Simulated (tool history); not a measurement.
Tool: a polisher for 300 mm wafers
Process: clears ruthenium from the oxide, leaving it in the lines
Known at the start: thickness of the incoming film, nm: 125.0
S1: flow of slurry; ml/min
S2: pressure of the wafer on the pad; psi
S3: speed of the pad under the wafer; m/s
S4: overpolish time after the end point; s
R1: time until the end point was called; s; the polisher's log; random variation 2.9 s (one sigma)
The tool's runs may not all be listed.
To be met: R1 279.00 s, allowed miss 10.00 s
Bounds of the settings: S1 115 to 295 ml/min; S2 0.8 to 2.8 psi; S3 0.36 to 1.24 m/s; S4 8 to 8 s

run  hour   S1   S2    S3  S4      R1
  1   0.0  190  1.8  0.80   8  150.12
  2   7.9  190  1.6  0.80   8  164.15
  3  16.3  190  1.5  0.78   8  180.73
  4  20.3  190  1.5  0.86   8  161.20
  5  23.8  190  1.4  0.84   8  180.94
  6  30.5  190  1.3  0.84   8  190.05
  7  32.8  190  1.3  0.84   8  192.03
  8  37.1  190  1.2  0.84   8  204.52
  9  44.0  190  1.1  0.84   8  224.39
 10  51.8  190  1.0  0.84   8  236.17
 11  57.8  180  0.8  0.80   8  297.83
 12  66.5  185  0.8  0.80   8  308.66
 13  67.0  190  0.8  0.80   8  301.17

Which of these 5 next moves meets every target?
  A  67.5  160  0.9  0.74   8   ?
  B  67.5  180  0.8  0.74   8   ?
  C  67.5  220  0.9  0.76   8   ?
  D  67.5  170  1.0  0.62   8   ?
  E  67.5  185  1.0  0.62   8   ?

move      R1
   A  304.04
   B  327.63
   C  281.85
   D  326.97
   E  322.40
A: further off than the last run
B: further off than the last run
C: meets every target
D: further off than the last run
E: further off than the last run
Move C is the one to make.

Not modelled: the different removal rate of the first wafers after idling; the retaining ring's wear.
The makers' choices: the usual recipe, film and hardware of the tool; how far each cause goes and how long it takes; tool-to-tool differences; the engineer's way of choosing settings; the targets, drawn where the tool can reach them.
